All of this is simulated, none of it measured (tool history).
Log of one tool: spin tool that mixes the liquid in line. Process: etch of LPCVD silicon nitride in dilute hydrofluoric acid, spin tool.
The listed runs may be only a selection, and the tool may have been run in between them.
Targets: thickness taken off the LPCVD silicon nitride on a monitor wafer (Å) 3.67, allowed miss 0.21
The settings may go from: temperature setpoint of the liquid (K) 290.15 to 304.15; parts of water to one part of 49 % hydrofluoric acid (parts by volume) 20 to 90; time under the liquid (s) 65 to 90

run,day,temperature setpoint of the liquid (K),parts of water to one part of 49 % hydrofluoric acid (parts by volume),time under the liquid (s),thickness taken off the LPCVD silicon nitride on a monitor wafer (Å)
1,0,296.15,50,90,9.4943
2,0.288,296.15,50,90,9.2417
3,0.404,294.15,60,90,6.6892
4,0.608,294.15,45,90,9
5,0.783,294.15,60,90,6.8432
6,1.004,293.15,65,90,5.8108
7,1.171,292.15,70,90,5.1057
8,1.492,291.65,75,90,4.6605

Exercise: of the 4 proposed moves below, exactly one satisfies all targets within the stated allowed misses. Which move is it?
A,1.812,292.15,80,65,?
B,1.812,290.65,75,65,?
C,1.812,292.65,80,70,?
D,1.812,290.15,85,80,?

move,thickness taken off the LPCVD silicon nitride on a monitor wafer (Å)
A,3.2198
B,3.0883
C,3.5893
D,3.2504
A: pushes the last run's worst result past its target
B: pushes the last run's worst result past its target
C: every result within its allowed miss
D: pushes the last run's worst result past its target
So the answer is move C, the one that meets all the targets.

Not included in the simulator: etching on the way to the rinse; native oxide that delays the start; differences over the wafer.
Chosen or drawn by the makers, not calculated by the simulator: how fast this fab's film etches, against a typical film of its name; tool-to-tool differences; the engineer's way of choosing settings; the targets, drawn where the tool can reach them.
